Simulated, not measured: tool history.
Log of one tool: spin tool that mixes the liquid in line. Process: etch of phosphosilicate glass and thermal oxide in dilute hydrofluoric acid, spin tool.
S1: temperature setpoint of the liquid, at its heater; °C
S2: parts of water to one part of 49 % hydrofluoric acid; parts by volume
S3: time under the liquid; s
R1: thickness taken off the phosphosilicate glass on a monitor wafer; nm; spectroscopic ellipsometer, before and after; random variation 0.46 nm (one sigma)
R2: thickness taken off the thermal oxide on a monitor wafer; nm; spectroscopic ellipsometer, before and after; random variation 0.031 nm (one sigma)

run 1 hour=0 | S1=22 S2=165 S3=125 | R1=60.757 R2=3.2108
run 2 hour=1.8 | S1=21 S2=165 S3=125 | R1=56.8 R2=2.9926
run 3 hour=9.7 | S1=20.5 S2=165 S3=125 | R1=56.307 R2=2.9429
run 4 hour=16.4 | S1=20.5 S2=165 S3=100 | R1=44.623 R2=2.3527
run 5 hour=22.9 | S1=20.5 S2=215 S3=100 | R1=32.621 R2=1.7221
run 6 hour=28.8 | S1=22.5 S2=215 S3=100 | R1=35.077 R2=1.849
run 7 hour=35.3 | S1=24 S2=215 S3=100 | R1=37.443 R2=1.9331

Forecast run 8:
run 8 hour=38.3 | S1=24 S2=215 S3=100 | R1=? R2=?

Run 8 gave R1 37.119 nm, R2 2.0058 nm.
